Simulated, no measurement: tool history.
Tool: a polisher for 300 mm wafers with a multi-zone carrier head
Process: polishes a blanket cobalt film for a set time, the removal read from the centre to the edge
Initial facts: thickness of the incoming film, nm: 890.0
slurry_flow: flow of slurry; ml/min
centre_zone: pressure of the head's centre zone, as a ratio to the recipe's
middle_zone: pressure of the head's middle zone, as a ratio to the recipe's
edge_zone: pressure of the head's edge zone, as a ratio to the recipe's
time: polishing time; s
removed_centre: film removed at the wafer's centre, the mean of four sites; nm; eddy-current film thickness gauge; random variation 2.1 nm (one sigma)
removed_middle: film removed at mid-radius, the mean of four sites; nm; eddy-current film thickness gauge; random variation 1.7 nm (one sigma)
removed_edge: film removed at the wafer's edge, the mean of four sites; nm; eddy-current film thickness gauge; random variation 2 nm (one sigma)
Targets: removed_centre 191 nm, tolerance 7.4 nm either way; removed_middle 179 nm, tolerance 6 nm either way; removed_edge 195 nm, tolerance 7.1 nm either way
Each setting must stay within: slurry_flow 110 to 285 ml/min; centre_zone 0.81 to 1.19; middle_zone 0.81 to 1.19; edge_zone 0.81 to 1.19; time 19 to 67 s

{"run": 1, "hour": 0.0, "slurry_flow": 180, "centre_zone": 1, "middle_zone": 1, "edge_zone": 1, "time": 43, "removed_centre": 171.28, "removed_middle": 165.41, "removed_edge": 158.78}
{"run": 2, "hour": 3.9, "slurry_flow": 180, "centre_zone": 1, "middle_zone": 0.94, "edge_zone": 1, "time": 43, "removed_centre": 170.92, "removed_middle": 155.05, "removed_edge": 161.75}
{"run": 3, "hour": 7.3, "slurry_flow": 180, "centre_zone": 1, "middle_zone": 1.01, "edge_zone": 1, "time": 43, "removed_centre": 165.4, "removed_middle": 162.47, "removed_edge": 162.99}
{"run": 4, "hour": 9.3, "slurry_flow": 190, "centre_zone": 1.01, "middle_zone": 1.01, "edge_zone": 1.04, "time": 44, "removed_centre": 175.88, "removed_middle": 168.64, "removed_edge": 166.83}
{"hour": 10.5, "done": "centre zone pressure recalibrated"}
{"run": 5, "hour": 10.5, "slurry_flow": 190, "centre_zone": 0.94, "middle_zone": 1.01, "edge_zone": 1.04, "time": 44, "removed_centre": 156.99, "removed_middle": 170.19, "removed_edge": 166.53}
{"run": 6, "hour": 18.1, "slurry_flow": 190, "centre_zone": 0.94, "middle_zone": 1.01, "edge_zone": 1.04, "time": 50, "removed_centre": 174.13, "removed_middle": 188.54, "removed_edge": 191.51}
{"run": 7, "hour": 20.8, "slurry_flow": 190, "centre_zone": 0.95, "middle_zone": 1, "edge_zone": 1.05, "time": 50, "removed_centre": 176.31, "removed_middle": 187.57, "removed_edge": 192.8}
{"run": 8, "hour": 26.7, "slurry_flow": 190, "centre_zone": 0.96, "middle_zone": 0.99, "edge_zone": 1.05, "time": 50, "removed_centre": 182.08, "removed_middle": 186.32, "removed_edge": 193.82}
{"run": 9, "hour": 28.5, "slurry_flow": 190, "centre_zone": 0.97, "middle_zone": 0.98, "edge_zone": 1.05, "time": 50, "removed_centre": 178.16, "removed_middle": 184.78, "removed_edge": 195.59}

5 candidate next runs follow, results not yet known. Just one meets every target within its allowed miss. Identify it.
{"run": "A", "hour": 30.3, "slurry_flow": 180, "centre_zone": 0.97, "middle_zone": 0.95, "edge_zone": 1.06, "time": 54, "removed_centre": "?", "removed_middle": "?", "removed_edge": "?"}
{"run": "B", "hour": 30.3, "slurry_flow": 165, "centre_zone": 0.89, "middle_zone": 0.92, "edge_zone": 1.13, "time": 52, "removed_centre": "?", "removed_middle": "?", "removed_edge": "?"}
{"run": "C", "hour": 30.3, "slurry_flow": 180, "centre_zone": 1.04, "middle_zone": 0.95, "edge_zone": 1.1, "time": 50, "removed_centre": "?", "removed_middle": "?", "removed_edge": "?"}
{"run": "D", "hour": 30.3, "slurry_flow": 260, "centre_zone": 0.9, "middle_zone": 0.97, "edge_zone": 1.1, "time": 50, "removed_centre": "?", "removed_middle": "?", "removed_edge": "?"}
{"run": "E", "hour": 30.3, "slurry_flow": 230, "centre_zone": 0.89, "middle_zone": 0.97, "edge_zone": 1.09, "time": 47, "removed_centre": "?", "removed_middle": "?", "removed_edge": "?"}

move=A removed_centre=193.33 removed_middle=190.95 removed_edge=207.53
move=B removed_centre=167.6 removed_middle=176.2 removed_edge=203.77
move=C removed_centre=192.03 removed_middle=176.73 removed_edge=195.6
move=D removed_centre=176.08 removed_middle=189.77 removed_edge=203.44
move=E removed_centre=160.92 removed_middle=175.69 removed_edge=188.21
A: meets the target for the result that was furthest off, but another lies outside its allowed miss
B: misses by more than the last run did
C: all results in spec
D: misses by more than the last run did
E: misses by more than the last run did
Go with C: it meets all targets.
